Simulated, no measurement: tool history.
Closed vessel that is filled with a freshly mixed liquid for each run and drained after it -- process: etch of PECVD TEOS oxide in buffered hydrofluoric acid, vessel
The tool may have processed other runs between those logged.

| run | day | temperature setpoint of the liquid (C) | parts of 40 % ammonium fluoride to one part of 49 % hydrofluoric acid (parts by volume) | time in the liquid (s) | thickness taken off the PECVD TEOS oxide on a monitor wafer (nm) |
|---|---|---|---|---|---|
| 1 | 0.000 | 25.0 | 9.0 | 95 | 203.23 |
| 2 | 0.308 | 25.0 | 7.0 | 95 | 267.01 |
| 3 | 0.608 | 22.5 | 7.0 | 95 | 233.87 |
| 4 | 0.888 | 24.5 | 7.0 | 95 | 260.90 |
| 5 | 1.083 | 24.5 | 7.0 | 105 | 288.74 |
| 6 | 1.358 | 22.0 | 7.0 | 105 | 253.19 |

Run 7, settings as shown, results not yet in. Your forecast:
| 7 | 1.617 | 23.0 | 7.0 | 105 | ? |

thickness taken off the PECVD TEOS oxide on a monitor wafer (nm): 268.81
